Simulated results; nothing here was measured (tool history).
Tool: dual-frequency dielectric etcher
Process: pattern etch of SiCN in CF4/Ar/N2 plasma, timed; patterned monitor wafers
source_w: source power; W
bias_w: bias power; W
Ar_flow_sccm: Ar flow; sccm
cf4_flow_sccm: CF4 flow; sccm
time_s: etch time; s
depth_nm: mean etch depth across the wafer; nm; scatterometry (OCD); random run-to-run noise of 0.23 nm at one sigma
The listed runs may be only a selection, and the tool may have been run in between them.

run	hour	source_w	bias_w	Ar_flow_sccm	cf4_flow_sccm	time_s	depth_nm
1	0	450	89	76	62	57.5	55.938
2	3.4	420	86	77	61	57.5	51.349
3	9.5	390	85	77	61	57.5	48.035
4	17.1	450	85	77	61	57.5	55.004
5	21.1	450	85	77	61	57.5	54.969
6	28.5	450	79	77	61	57.5	53.33
7	35.4	450	79	77	61	57.5	53.384
8	38.7	420	78	77	61	57.5	49.846
9	42.2	400	77	77	61	57.5	47.504
10	49	380	76	77	61	57.5	44.924
11	54.2	360	76	77	61	57.5	43.004
12	61.5	350	76	77	61	57.5	42.681

Expected results for the next run?
13	66.9	270	70	79	60	57	?

{"run 13": {"depth_nm": 32.597}}
